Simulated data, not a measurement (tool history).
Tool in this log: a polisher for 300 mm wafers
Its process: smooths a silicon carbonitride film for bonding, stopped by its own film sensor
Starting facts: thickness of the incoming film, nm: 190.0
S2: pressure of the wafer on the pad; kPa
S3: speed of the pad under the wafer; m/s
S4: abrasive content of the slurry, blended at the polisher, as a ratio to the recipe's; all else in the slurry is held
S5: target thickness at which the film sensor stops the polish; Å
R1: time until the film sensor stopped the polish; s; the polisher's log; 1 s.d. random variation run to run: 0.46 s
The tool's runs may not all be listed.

Run 1, hour 0.0: flow of slurry (ml/min) 260, S2 14.5 kPa, S3 1.12 m/s, S4 1.0, S5 1670 Å. Result: R1 68.944 s.
Run 2, hour 9.1: flow of slurry (ml/min) 260, S2 14.5 kPa, S3 1.38 m/s, S4 1.0, S5 1670 Å. Result: R1 58.655 s.
Run 3, hour 15.9: flow of slurry (ml/min) 260, S2 14.5 kPa, S3 1.60 m/s, S4 1.0, S5 1670 Å. Result: R1 51.772 s.
Run 4, hour 20.3: flow of slurry (ml/min) 260, S2 17.2 kPa, S3 1.60 m/s, S4 1.0, S5 1670 Å. Result: R1 45.688 s.
Run 5, hour 21.7: flow of slurry (ml/min) 260, S2 15.9 kPa, S3 1.60 m/s, S4 1.0, S5 1670 Å. Result: R1 48.151 s.
Run 6, hour 26.0: flow of slurry (ml/min) 260, S2 15.9 kPa, S3 1.60 m/s, S4 1.2, S5 1670 Å. Result: R1 44.466 s.
Run 7, hour 27.1: flow of slurry (ml/min) 260, S2 14.5 kPa, S3 1.60 m/s, S4 1.2, S5 1670 Å. Result: R1 47.674 s.

The next listed run, before its measurement:
Run 8, hour 33.0: flow of slurry (ml/min) 260, S2 13.8 kPa, S3 1.60 m/s, S4 1.2, S5 1670 Å. Result: R1 ?.

R1: 50.097 s
